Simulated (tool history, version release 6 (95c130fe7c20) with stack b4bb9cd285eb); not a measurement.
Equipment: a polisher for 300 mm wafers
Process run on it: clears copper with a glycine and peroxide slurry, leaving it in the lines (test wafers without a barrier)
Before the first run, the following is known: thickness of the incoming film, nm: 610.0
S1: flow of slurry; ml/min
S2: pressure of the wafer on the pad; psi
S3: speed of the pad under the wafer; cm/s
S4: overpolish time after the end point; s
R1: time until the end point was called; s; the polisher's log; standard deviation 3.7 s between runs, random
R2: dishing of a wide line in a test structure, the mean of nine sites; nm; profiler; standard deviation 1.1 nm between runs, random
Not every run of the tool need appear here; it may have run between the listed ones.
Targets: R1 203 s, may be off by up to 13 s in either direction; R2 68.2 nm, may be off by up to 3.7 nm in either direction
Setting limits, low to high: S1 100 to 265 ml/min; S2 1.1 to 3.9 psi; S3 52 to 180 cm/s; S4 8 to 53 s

run  hour   S1   S2   S3  S4      R1      R2
  1     0  170  2.5  116  27  134.62  76.819
  2   6.5  170  2.3  114  29  149.22  74.962
  3  15.5  170    2  114  29  165.29  67.751
  4  22.7  170    2  136  29  147.09  73.767
  5  31.3  170    2  136  24  146.67  64.312
  6  34.4  170    2  148  24  136.29  67.974
  7  43.4  170  1.8  146  26  147.46  65.103
  8  52.4  170  1.7  142  28  154.97  65.069
  9  60.7  170  1.6  138  30  172.31  65.222
 10  66.2  170  1.5  136  31   185.1  64.355
     71.1  -- worn pad replaced by a new one
 11  71.1  170  1.5  136  32  168.36  70.115
 12  73.4  160  1.1  124  37  232.67  61.362
 13  78.9  165  1.1  124  37  221.62  60.367
 14  80.9  170  1.1  124  37  226.87  60.464

Which one of the following 4 next-run settings gets every result inside its allowed miss? There is exactly one.
  A  82.9  165  1.7  114  32   ?   ?
  B  82.9  185  1.4  110  43   ?   ?
  C  82.9  175  1.3  140  34   ?   ?
  D  82.9  190  1.1  138  40   ?   ?

move      R1      R2
   A  176.96  68.362
   B  206.05  75.103
   C  183.77  67.353
   D  207.36  68.499
A: brings the result that was furthest off to its target, and leaves another outside
B: takes the biggest miss from the last run beyond its target
C: brings the result that was furthest off to its target, and leaves another outside
D: every result lands within tolerance
Answer: D
